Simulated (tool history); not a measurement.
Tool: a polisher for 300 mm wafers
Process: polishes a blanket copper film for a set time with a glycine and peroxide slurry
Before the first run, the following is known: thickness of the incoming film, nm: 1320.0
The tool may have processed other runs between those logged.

run,hour,flow of slurry (ml/min),pressure of the wafer on the pad (kPa),speed of the pad under the wafer (m/s),polishing time (s),film removed (angstrom)
1,0,185,20,1.14,41,2131.3
2,3.2,185,20,1.28,41,2290.7
3,6.1,185,20,1.12,41,2104.1
4,12.1,185,20,1.12,41,2091.4
5,16.3,185,20,0.96,41,1867.8
6,19.2,185,20,0.96,41,1901.7
7,25.4,190,21.4,0.98,41,2039.1
8,29.7,190,21.4,0.98,41,2060.5
9,37.5,200,22.8,0.98,41,2169.6

Expected results for the next run?
10,45.3,205,24.1,1,41,?

Run 10 measured film removed (angstrom) 2312.5.
